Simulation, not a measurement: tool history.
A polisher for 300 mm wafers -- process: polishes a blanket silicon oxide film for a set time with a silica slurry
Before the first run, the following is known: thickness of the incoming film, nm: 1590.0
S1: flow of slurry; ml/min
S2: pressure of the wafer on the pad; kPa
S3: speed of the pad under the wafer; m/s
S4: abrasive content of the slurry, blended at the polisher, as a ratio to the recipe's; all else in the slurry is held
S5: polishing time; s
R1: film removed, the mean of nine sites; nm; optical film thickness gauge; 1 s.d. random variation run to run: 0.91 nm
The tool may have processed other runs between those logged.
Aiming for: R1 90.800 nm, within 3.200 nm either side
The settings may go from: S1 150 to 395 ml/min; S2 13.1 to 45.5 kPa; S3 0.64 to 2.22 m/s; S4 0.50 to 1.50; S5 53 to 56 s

run,hour,S1,S2,S3,S4,S5,R1
1,0.0,250,29.0,1.42,1.00,53,180.320
2,5.8,250,24.1,1.34,1.00,53,148.610
3,8.0,250,24.1,1.62,1.00,53,174.430
4,11.0,250,24.1,1.46,1.00,53,157.870
5,13.3,250,20.7,1.36,1.00,53,131.720
6,13.9,250,18.6,1.30,1.00,53,120.250
7,19.8,250,17.2,1.26,1.00,53,108.700
8,21.9,250,15.9,1.24,1.00,53,103.910
9,27.0,250,15.2,1.22,1.00,53,98.642
10,34.9,250,15.2,1.22,1.00,53,96.991

Exercise: of the 4 proposed moves below, exactly one satisfies all targets within the stated allowed misses. Which move is it?
A,42.8,280,13.8,1.30,1.10,53,?
B,42.8,335,13.1,1.20,0.95,56,?
C,42.8,260,21.4,0.68,1.10,53,?
D,42.8,290,21.4,1.16,0.80,56,?

move,R1
A,103.870
B,91.946
C,85.472
D,108.280
A: the biggest miss grows against the last run
B: all results in spec
C: moves the result that the last run missed by most past its target, out the other side
D: the biggest miss grows against the last run
Go with B: it meets all targets.

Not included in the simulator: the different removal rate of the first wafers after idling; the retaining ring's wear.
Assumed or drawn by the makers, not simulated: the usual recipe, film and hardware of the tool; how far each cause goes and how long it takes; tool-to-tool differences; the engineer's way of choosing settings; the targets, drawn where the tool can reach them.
